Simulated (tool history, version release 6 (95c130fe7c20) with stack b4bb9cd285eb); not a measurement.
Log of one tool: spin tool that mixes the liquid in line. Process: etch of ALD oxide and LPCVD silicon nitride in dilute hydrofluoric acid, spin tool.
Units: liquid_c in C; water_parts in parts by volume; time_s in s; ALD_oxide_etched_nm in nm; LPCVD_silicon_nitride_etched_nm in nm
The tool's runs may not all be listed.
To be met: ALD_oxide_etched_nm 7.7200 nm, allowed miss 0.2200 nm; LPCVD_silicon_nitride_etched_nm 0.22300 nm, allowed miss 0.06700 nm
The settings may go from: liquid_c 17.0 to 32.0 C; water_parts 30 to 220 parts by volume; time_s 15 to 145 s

| run | hour | liquid_c | water_parts | time_s | ALD_oxide_etched_nm | LPCVD_silicon_nitride_etched_nm |
|---|---|---|---|---|---|---|
| 1 | 0.0 | 24.0 | 125 | 75 | 8.9653 | 0.31433 |
| 2 | 1.9 | 24.0 | 125 | 60 | 7.2077 | 0.21931 |
| 3 | 4.5 | 24.5 | 125 | 60 | 7.2816 | 0.23196 |
| 4 | 12.6 | 22.5 | 125 | 60 | 6.8449 | 0.21748 |
| 5 | 16.5 | 22.5 | 125 | 75 | 8.4714 | 0.26798 |
|  | 21.0 | hydrofluoric acid flow meter replaced |
| 6 | 21.0 | 22.5 | 125 | 55 | 6.9199 | 0.19273 |
| 7 | 21.8 | 23.0 | 120 | 55 | 7.4540 | 0.24060 |
| 8 | 29.6 | 22.0 | 115 | 55 | 7.4663 | 0.22875 |

Which of these 4 next moves meets every target?
| A | 37.4 | 22.5 | 155 | 75 | ? | ? |
| B | 37.4 | 18.5 | 85 | 50 | ? | ? |
| C | 37.4 | 22.5 | 110 | 50 | ? | ? |
| D | 37.4 | 24.0 | 110 | 50 | ? | ? |

| move | ALD_oxide_etched_nm | LPCVD_silicon_nitride_etched_nm |
|---|---|---|
| A | 7.3026 | 0.22798 |
| B | 8.1577 | 0.20883 |
| C | 7.2180 | 0.21295 |
| D | 7.6598 | 0.23512 |
A: further off than the last run
B: takes the result that was furthest off past its target
C: further off than the last run
D: meets every target
The right move is D.
